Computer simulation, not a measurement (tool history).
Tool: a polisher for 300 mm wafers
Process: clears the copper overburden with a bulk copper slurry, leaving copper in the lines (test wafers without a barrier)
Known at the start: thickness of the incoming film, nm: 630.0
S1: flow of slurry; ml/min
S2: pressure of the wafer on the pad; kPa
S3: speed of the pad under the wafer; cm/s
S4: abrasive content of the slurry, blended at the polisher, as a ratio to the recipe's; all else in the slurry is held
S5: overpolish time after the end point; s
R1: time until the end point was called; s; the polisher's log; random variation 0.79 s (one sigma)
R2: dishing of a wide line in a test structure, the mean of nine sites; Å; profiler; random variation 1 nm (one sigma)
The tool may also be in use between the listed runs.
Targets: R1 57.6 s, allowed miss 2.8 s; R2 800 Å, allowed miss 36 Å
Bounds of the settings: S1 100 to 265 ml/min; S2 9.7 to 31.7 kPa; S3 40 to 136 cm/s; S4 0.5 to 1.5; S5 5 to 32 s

run,hour,S1,S2,S3,S4,S5,R1,R2
1,0,170,20.7,88,1,16,69.192,695.84
2,5.6,170,21.4,88,1,16,65.671,718.98
3,13.6,175,22.8,88,1,16,62.404,743.07
4,20.6,175,23.4,88,1,16,61.539,778.29
5,22.5,175,23.4,88,1,22,61.434,880.43
6,25,175,23.4,88,0.8,22,67.383,850.28
7,31.2,175,23.4,88,0.8,21,65.448,829.09
8,38.9,175,23.4,88,0.8,20,65.941,827.55
9,45.5,175,23.4,88,0.8,19,66.555,783.39

5 next moves are on the table. One of them brings every result within its allowed miss. Which?
A,52.1,225,22.1,96,1.05,17,?,?
B,52.1,135,24.8,108,0.6,14,?,?
C,52.1,165,24.1,72,0.7,26,?,?
D,52.1,165,25.5,90,0.85,14,?,?
E,52.1,165,22.8,86,1.1,19,?,?

move,R1,R2
A,56.353,812.15
B,58.157,727.5
C,81.03,844.31
D,57.944,730.61
E,62.482,817.9
A: meets every target
B: brings the result that was furthest off to its target, and leaves another outside
C: further off than the last run
D: brings the result that was furthest off to its target, and leaves another outside
E: nearer than the last run, and not there yet
Answer: A
